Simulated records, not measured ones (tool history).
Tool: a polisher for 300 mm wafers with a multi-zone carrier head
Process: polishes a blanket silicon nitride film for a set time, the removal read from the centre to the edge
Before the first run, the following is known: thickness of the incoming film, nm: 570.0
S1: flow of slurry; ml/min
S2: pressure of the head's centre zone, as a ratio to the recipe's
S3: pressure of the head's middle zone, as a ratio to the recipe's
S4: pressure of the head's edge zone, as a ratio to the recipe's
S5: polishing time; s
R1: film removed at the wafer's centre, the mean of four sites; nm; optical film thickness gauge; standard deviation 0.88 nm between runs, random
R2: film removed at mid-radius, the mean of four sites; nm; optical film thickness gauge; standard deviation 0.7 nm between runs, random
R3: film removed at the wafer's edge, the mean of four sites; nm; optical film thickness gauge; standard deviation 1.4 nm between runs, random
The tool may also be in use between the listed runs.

run 1 hour=0 | S1=260 S2=1 S3=1 S4=1 S5=77 | R1=129.6 R2=141.95 R3=139.06
run 2 hour=7.7 | S1=260 S2=1 S3=0.98 S4=0.96 S5=72 | R1=121.59 R2=130.84 R3=128.16
run 3 hour=12.1 | S1=260 S2=1 S3=0.96 S4=0.93 S5=68 | R1=114.61 R2=120.91 R3=117.42
run 4 hour=18.2 | S1=260 S2=1.04 S3=0.96 S4=0.93 S5=68 | R1=121.52 R2=118.67 R3=113.96
run 5 hour=20 | S1=260 S2=1.04 S3=0.96 S4=0.93 S5=78 | R1=140.67 R2=140.36 R3=131.51
run 6 hour=22.7 | S1=260 S2=1.07 S3=0.96 S4=0.93 S5=78 | R1=142.58 R2=138.37 R3=138
-- hour=27.7 centre zone pressure recalibrated
run 7 hour=27.7 | S1=250 S2=1.03 S3=0.92 S4=0.92 S5=74 | R1=138.6 R2=124.68 R3=122.94
run 8 hour=30.5 | S1=245 S2=0.99 S3=0.92 S4=0.92 S5=70 | R1=127.15 R2=118.9 R3=119.7

What will run 9 give?
run 9 hour=32.3 | S1=245 S2=0.97 S3=0.92 S4=0.91 S5=67 | R1=? R2=? R3=?

Run 9 measured R1 119.06 nm, R2 114.96 nm, R3 110.89 nm.

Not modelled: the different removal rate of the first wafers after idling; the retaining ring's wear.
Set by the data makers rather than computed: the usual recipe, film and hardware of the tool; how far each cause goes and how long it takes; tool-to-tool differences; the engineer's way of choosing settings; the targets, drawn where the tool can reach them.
